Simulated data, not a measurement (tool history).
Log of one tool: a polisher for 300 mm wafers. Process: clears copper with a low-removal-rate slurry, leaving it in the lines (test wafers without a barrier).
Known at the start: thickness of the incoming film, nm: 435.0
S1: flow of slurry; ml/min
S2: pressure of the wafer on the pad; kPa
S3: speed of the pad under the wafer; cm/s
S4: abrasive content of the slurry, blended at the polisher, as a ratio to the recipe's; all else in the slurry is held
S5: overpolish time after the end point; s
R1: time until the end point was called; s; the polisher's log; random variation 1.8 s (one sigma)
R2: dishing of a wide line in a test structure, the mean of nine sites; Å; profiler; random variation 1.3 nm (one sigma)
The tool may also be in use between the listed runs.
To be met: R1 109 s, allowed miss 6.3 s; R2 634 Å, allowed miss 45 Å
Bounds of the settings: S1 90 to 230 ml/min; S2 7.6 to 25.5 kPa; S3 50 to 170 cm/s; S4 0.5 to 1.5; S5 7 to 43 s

{"run": 1, "hour": 0.0, "S1": 150, "S2": 16.5, "S3": 110, "S4": 1, "S5": 22, "R1": 183.51, "R2": 341.67}
{"run": 2, "hour": 4.3, "S1": 125, "S2": 16.5, "S3": 110, "S4": 1, "S5": 22, "R1": 187.23, "R2": 332.29}
{"run": 3, "hour": 8.9, "S1": 125, "S2": 17.2, "S3": 110, "S4": 1, "S5": 22, "R1": 177.37, "R2": 347.58}
{"run": 4, "hour": 15.9, "S1": 125, "S2": 17.2, "S3": 84, "S4": 1, "S5": 22, "R1": 236.07, "R2": 274.86}
{"run": 5, "hour": 20.3, "S1": 125, "S2": 14.5, "S3": 84, "S4": 1, "S5": 22, "R1": 270.1, "R2": 235.82}
{"run": 6, "hour": 25.4, "S1": 125, "S2": 14.5, "S3": 110, "S4": 1, "S5": 22, "R1": 223.1, "R2": 299.42}
{"run": 7, "hour": 27.7, "S1": 125, "S2": 15.2, "S3": 110, "S4": 1, "S5": 23, "R1": 207.73, "R2": 332.14}
{"run": 8, "hour": 35.9, "S1": 125, "S2": 15.9, "S3": 110, "S4": 1, "S5": 23, "R1": 201.86, "R2": 340.85}
{"run": 9, "hour": 44.0, "S1": 125, "S2": 16.5, "S3": 110, "S4": 1, "S5": 23, "R1": 184.92, "R2": 345.42}
{"run": 10, "hour": 51.5, "S1": 130, "S2": 20.7, "S3": 118, "S4": 1, "S5": 31, "R1": 142.15, "R2": 582.63}
{"run": 11, "hour": 54.5, "S1": 130, "S2": 21.4, "S3": 118, "S4": 1, "S5": 31, "R1": 134.34, "R2": 583.07}
{"run": 12, "hour": 58.1, "S1": 130, "S2": 23.4, "S3": 118, "S4": 1, "S5": 30, "R1": 124.49, "R2": 622.29}

Which of these 5 next moves meets every target?
{"run": "A", "hour": 61.7, "S1": 120, "S2": 18.6, "S3": 114, "S4": 1, "S5": 39, "R1": "?", "R2": "?"}
{"run": "B", "hour": 61.7, "S1": 95, "S2": 22.1, "S3": 162, "S4": 0.8, "S5": 27, "R1": "?", "R2": "?"}
{"run": "C", "hour": 61.7, "S1": 115, "S2": 24.1, "S3": 100, "S4": 0.95, "S5": 36, "R1": "?", "R2": "?"}
{"run": "D", "hour": 61.7, "S1": 100, "S2": 25.5, "S3": 110, "S4": 0.85, "S5": 32, "R1": "?", "R2": "?"}
{"run": "E", "hour": 61.7, "S1": 135, "S2": 25.5, "S3": 130, "S4": 0.85, "S5": 31, "R1": "?", "R2": "?"}

move=A R1=161.38 R2=604.44
move=B R1=107.13 R2=634.71
move=C R1=144.88 R2=632.84
move=D R1=132.25 R2=622.68
move=E R1=104.17 R2=730.08
A: further off than the last run
B: meets every target
C: further off than the last run
D: further off than the last run
E: brings the result that was furthest off to its target, and leaves another outside
The right move is B.
